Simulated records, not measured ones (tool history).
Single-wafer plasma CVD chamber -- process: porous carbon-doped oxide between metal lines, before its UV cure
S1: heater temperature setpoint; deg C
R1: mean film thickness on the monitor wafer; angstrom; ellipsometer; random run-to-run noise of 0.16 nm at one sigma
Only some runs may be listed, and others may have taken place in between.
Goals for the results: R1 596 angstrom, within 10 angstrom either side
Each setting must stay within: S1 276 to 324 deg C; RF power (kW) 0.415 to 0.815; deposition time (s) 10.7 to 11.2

run 1 day=0 | S1=300 RF_power_(kW)=0.615 deposition_time_(s)=11.2 | R1=673.86
run 2 day=0.162 | S1=291 RF_power_(kW)=0.615 deposition_time_(s)=11.2 | R1=706.66
run 3 day=0.383 | S1=299 RF_power_(kW)=0.605 deposition_time_(s)=11.2 | R1=668.79
run 4 day=0.575 | S1=292 RF_power_(kW)=0.605 deposition_time_(s)=11.2 | R1=691.31
run 5 day=0.875 | S1=299 RF_power_(kW)=0.605 deposition_time_(s)=11.2 | R1=667.68
run 6 day=1.042 | S1=299 RF_power_(kW)=0.605 deposition_time_(s)=10.7 | R1=639.01
run 7 day=1.221 | S1=302 RF_power_(kW)=0.6 deposition_time_(s)=10.7 | R1=632.06
run 8 day=1.408 | S1=302 RF_power_(kW)=0.6 deposition_time_(s)=10.7 | R1=629.01
run 9 day=1.654 | S1=304 RF_power_(kW)=0.595 deposition_time_(s)=10.7 | R1=617.51
run 10 day=1.933 | S1=306 RF_power_(kW)=0.595 deposition_time_(s)=10.7 | R1=614.87
run 11 day=2.117 | S1=307 RF_power_(kW)=0.595 deposition_time_(s)=10.7 | R1=610.52

Which one of the following 5 next-run settings gets every result inside its allowed miss? There is exactly one.
run A day=2.3 | S1=312 RF_power_(kW)=0.665 deposition_time_(s)=10.7 | R1=?
run B day=2.3 | S1=295 RF_power_(kW)=0.49 deposition_time_(s)=11.2 | R1=?
run C day=2.3 | S1=310 RF_power_(kW)=0.59 deposition_time_(s)=10.7 | R1=?
run D day=2.3 | S1=307 RF_power_(kW)=0.595 deposition_time_(s)=10.9 | R1=?
run E day=2.3 | S1=302 RF_power_(kW)=0.575 deposition_time_(s)=10.7 | R1=?

move=A R1=624.75
move=B R1=625.16
move=C R1=599.06
move=D R1=621.02
move=E R1=616.24
A: lands further from the targets than the last run did
B: lands further from the targets than the last run did
C: every result lands within tolerance
D: lands further from the targets than the last run did
E: lands further from the targets than the last run did
The move that meets every target is C.
